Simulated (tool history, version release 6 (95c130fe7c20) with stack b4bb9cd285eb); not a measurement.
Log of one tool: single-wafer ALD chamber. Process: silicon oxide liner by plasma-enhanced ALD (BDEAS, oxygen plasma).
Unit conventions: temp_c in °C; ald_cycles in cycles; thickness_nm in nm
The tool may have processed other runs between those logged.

run 1 day=0 | temp_c=315 ald_cycles=33 | thickness_nm=3.0846
run 2 day=0.296 | temp_c=307 ald_cycles=33 | thickness_nm=3.1318
run 3 day=0.517 | temp_c=315 ald_cycles=33 | thickness_nm=3.0863
run 4 day=0.6 | temp_c=311 ald_cycles=33 | thickness_nm=3.1169
run 5 day=0.712 | temp_c=311 ald_cycles=37 | thickness_nm=3.4742
run 6 day=0.95 | temp_c=311 ald_cycles=41 | thickness_nm=3.8634
run 7 day=1.279 | temp_c=312 ald_cycles=39 | thickness_nm=3.6808
run 8 day=1.471 | temp_c=312 ald_cycles=38 | thickness_nm=3.5993
run 9 day=1.704 | temp_c=312 ald_cycles=37 | thickness_nm=3.497
run 10 day=1.8 | temp_c=312 ald_cycles=36 | thickness_nm=3.4039

Run 11 has not been measured yet. What should we expect?
run 11 day=2.062 | temp_c=312 ald_cycles=35 | thickness_nm=?

Run 11 yielded thickness_nm 3.3153 nm.
